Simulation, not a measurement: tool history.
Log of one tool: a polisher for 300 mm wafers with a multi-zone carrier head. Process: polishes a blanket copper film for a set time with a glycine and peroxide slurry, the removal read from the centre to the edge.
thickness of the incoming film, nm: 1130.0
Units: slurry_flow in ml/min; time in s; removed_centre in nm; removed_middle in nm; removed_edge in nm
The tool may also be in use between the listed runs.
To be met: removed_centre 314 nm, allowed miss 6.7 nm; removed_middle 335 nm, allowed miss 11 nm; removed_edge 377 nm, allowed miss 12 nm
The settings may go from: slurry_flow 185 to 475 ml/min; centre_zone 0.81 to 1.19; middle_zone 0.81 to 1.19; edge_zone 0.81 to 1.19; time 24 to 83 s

{"run": 1, "day": 0.0, "slurry_flow": 305, "centre_zone": 1, "middle_zone": 1, "edge_zone": 1, "time": 53, "removed_centre": 324.31, "removed_middle": 324.64, "removed_edge": 322.14}
{"run": 2, "day": 0.3, "slurry_flow": 305, "centre_zone": 0.98, "middle_zone": 0.99, "edge_zone": 1.03, "time": 54, "removed_centre": 322.3, "removed_middle": 323.24, "removed_edge": 327.78}
{"run": 3, "day": 0.325, "slurry_flow": 305, "centre_zone": 0.98, "middle_zone": 1.04, "edge_zone": 1.03, "time": 54, "removed_centre": 321.69, "removed_middle": 333.13, "removed_edge": 326.75}
{"run": 4, "day": 0.621, "slurry_flow": 305, "centre_zone": 0.98, "middle_zone": 0.96, "edge_zone": 1.03, "time": 54, "removed_centre": 325.63, "removed_middle": 321.75, "removed_edge": 331.09}
{"run": 5, "day": 0.896, "slurry_flow": 300, "centre_zone": 0.96, "middle_zone": 0.95, "edge_zone": 1.06, "time": 55, "removed_centre": 324.34, "removed_middle": 326.79, "removed_edge": 339.93}
{"run": 6, "day": 1.171, "slurry_flow": 295, "centre_zone": 0.94, "middle_zone": 0.93, "edge_zone": 1.08, "time": 56, "removed_centre": 324.37, "removed_middle": 321.82, "removed_edge": 345.56}
{"run": 7, "day": 1.279, "slurry_flow": 290, "centre_zone": 0.84, "middle_zone": 0.95, "edge_zone": 1.18, "time": 59, "removed_centre": 301.87, "removed_middle": 346.09, "removed_edge": 390.7}
{"run": 8, "day": 1.412, "slurry_flow": 290, "centre_zone": 0.85, "middle_zone": 0.94, "edge_zone": 1.17, "time": 59, "removed_centre": 303.35, "removed_middle": 341.53, "removed_edge": 382.31}

Which of these 4 next moves meets every target?
{"run": "A", "day": 1.546, "slurry_flow": 190, "centre_zone": 0.87, "middle_zone": 0.82, "edge_zone": 1.14, "time": 65, "removed_centre": "?", "removed_middle": "?", "removed_edge": "?"}
{"run": "B", "day": 1.546, "slurry_flow": 335, "centre_zone": 0.89, "middle_zone": 0.94, "edge_zone": 1.18, "time": 57, "removed_centre": "?", "removed_middle": "?", "removed_edge": "?"}
{"run": "C", "day": 1.546, "slurry_flow": 295, "centre_zone": 0.81, "middle_zone": 0.98, "edge_zone": 1.18, "time": 59, "removed_centre": "?", "removed_middle": "?", "removed_edge": "?"}
{"run": "D", "day": 1.546, "slurry_flow": 300, "centre_zone": 0.87, "middle_zone": 0.87, "edge_zone": 1.19, "time": 61, "removed_centre": "?", "removed_middle": "?", "removed_edge": "?"}

move=A removed_centre=332.98 removed_middle=336.33 removed_edge=408.47
move=B removed_centre=314.04 removed_middle=336.56 removed_edge=376.61
move=C removed_centre=292.72 removed_middle=355.09 removed_edge=386.98
move=D removed_centre=325.51 removed_middle=339.87 removed_edge=402.72
A: takes the result that was furthest off past its target
B: meets every target
C: further off than the last run
D: takes the result that was furthest off past its target
Answer: B
